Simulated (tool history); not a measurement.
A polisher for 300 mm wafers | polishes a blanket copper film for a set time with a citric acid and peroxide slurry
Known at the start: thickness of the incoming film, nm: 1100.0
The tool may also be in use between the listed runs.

run  hour  flow of slurry (ml/min)  pressure of the wafer on the pad (kPa)  speed of the pad under the wafer (cm/s)  abrasive content of the slurry  polishing time (s)  film removed (angstrom)
  1     0                      185                                    28.3                                      112                               1                 107                   3455.6
  2   1.2                      185                                    28.3                                      102                               1                 107                   3226.2
  3   5.7                      185                                    26.9                                      102                               1                 107                   3001.1
  4  11.2                      185                                    26.9                                      102                            0.85                 107                   2918.7
  5  17.4                      185                                    31.7                                      102                            0.85                 107                   3449.2
  6  21.4                      185                                    30.3                                      102                            0.85                 107                   3197.5
  7  22.2                      185                                      29                                      102                            0.85                 107                   3184.5
  8    31                      185                                    27.6                                      102                            0.85                 107                   3049.6
  9  36.3                      185                                    26.9                                      102                            0.85                 107                   2898.8
 10  40.8                      185                                    26.2                                      102                            0.85                 107                     2875

The next listed run, before its measurement:
 11  49.1                      185                                    25.5                                      102                            0.85                 107                        ?

Run 11 gave film removed (angstrom) 2747.
